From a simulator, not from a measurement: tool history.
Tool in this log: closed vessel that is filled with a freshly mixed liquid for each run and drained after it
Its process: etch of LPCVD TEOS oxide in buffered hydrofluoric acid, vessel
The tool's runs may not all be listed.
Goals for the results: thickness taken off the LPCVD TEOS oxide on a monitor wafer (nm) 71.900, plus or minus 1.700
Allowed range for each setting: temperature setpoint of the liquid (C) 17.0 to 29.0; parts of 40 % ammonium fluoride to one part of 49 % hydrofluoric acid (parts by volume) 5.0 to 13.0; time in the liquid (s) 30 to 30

run	hour	temperature setpoint of the liquid (C)	parts of 40 % ammonium fluoride to one part of 49 % hydrofluoric acid (parts by volume)	time in the liquid (s)	thickness taken off the LPCVD TEOS oxide on a monitor wafer (nm)
1	0.0	21.0	8.0	30	64.313
2	9.3	21.0	8.0	30	64.355
3	13.5	21.0	8.0	30	64.161
4	20.4	21.0	9.5	30	54.615
5	24.8	22.0	9.5	30	57.847
6	25.7	22.0	9.5	30	57.646
7	30.5	22.5	9.5	30	59.321
8	36.1	23.0	9.5	30	61.385
9	41.8	23.5	9.5	30	63.098
10	48.6	24.0	9.5	30	63.920

Exactly one of the 4 candidate moves below puts every result within its allowed miss. Which one?
A	55.4	22.5	10.5	30	?
B	55.4	25.0	9.5	30	?
C	55.4	24.5	9.0	30	?
D	55.4	25.5	9.0	30	?

move	thickness taken off the LPCVD TEOS oxide on a monitor wafer (nm)
A	55.514
B	68.919
C	69.392
D	73.253
A: further off than the last run
B: gains on the last run, yet a result remains outside its allowed miss
C: gains on the last run, yet a result remains outside its allowed miss
D: in spec on every target
So the answer is move D, the one that meets all the targets.

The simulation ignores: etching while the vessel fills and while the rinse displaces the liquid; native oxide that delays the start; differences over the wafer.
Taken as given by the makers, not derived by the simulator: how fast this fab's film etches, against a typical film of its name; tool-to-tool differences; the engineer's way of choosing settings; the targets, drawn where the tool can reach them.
